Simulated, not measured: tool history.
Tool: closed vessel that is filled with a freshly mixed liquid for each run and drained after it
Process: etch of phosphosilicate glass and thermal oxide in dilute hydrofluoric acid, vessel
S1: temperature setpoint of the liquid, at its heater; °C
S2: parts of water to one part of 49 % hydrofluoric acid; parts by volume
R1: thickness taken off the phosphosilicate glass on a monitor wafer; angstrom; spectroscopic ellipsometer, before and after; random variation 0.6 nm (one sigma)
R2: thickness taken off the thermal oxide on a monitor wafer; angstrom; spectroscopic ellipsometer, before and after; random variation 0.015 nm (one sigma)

Run 1, hour 0: S1 21 °C, S2 60 parts by volume, time in the liquid (s) 60. Result: R1 1169.3 angstrom, R2 44.789 angstrom.
Run 2, hour 1.6: S1 21 °C, S2 60 parts by volume, time in the liquid (s) 40. Result: R1 790.6 angstrom, R2 30.105 angstrom.
Run 3, hour 5.2: S1 21 °C, S2 40 parts by volume, time in the liquid (s) 40. Result: R1 1216.8 angstrom, R2 45.885 angstrom.
Run 4, hour 8.6: S1 20.5 °C, S2 45 parts by volume, time in the liquid (s) 40. Result: R1 1051.7 angstrom, R2 40.116 angstrom.
Run 5, hour 16.7: S1 20.5 °C, S2 45 parts by volume, time in the liquid (s) 60. Result: R1 1552 angstrom, R2 60.759 angstrom.
Run 6, hour 19.8: S1 20.5 °C, S2 45 parts by volume, time in the liquid (s) 50. Result: R1 1289.9 angstrom, R2 50.183 angstrom.
Run 7, hour 22.5: S1 20 °C, S2 50 parts by volume, time in the liquid (s) 50. Result: R1 1140.1 angstrom, R2 44.021 angstrom.

Forecast run 8:
Run 8, hour 26.7: S1 17 °C, S2 75 parts by volume, time in the liquid (s) 50. Result: R1 ?, R2 ?.

{"run 8": {"R1": 634.63, "R2": 25.312}}

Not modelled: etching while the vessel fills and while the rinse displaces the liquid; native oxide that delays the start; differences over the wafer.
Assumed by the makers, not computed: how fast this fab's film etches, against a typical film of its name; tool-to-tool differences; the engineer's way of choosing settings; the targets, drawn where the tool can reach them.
